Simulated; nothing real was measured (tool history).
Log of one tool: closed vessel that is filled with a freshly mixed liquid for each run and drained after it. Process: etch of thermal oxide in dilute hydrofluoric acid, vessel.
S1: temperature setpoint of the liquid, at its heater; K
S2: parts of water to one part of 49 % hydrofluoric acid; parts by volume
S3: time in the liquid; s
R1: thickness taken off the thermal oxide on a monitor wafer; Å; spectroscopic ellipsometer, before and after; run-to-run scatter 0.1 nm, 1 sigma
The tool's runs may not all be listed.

run 1 hour=0 | S1=297.15 S2=250 S3=1100 | R1=200.65
run 2 hour=6.2 | S1=297.15 S2=250 S3=1175 | R1=218.84
run 3 hour=13.8 | S1=297.15 S2=250 S3=1175 | R1=213.11
run 4 hour=17.4 | S1=297.15 S2=250 S3=1100 | R1=205.17
-- hour=18.4 hydrofluoric acid flow meter replaced
run 5 hour=18.4 | S1=297.15 S2=250 S3=1175 | R1=199
run 6 hour=27.3 | S1=297.15 S2=250 S3=1100 | R1=185.77
run 7 hour=35 | S1=296.15 S2=255 S3=1100 | R1=173.01
run 8 hour=42.3 | S1=295.65 S2=255 S3=1100 | R1=169.58

For run 9, what comes out?
run 9 hour=43.6 | S1=295.15 S2=255 S3=1100 | R1=?

R1: 168.31 Å
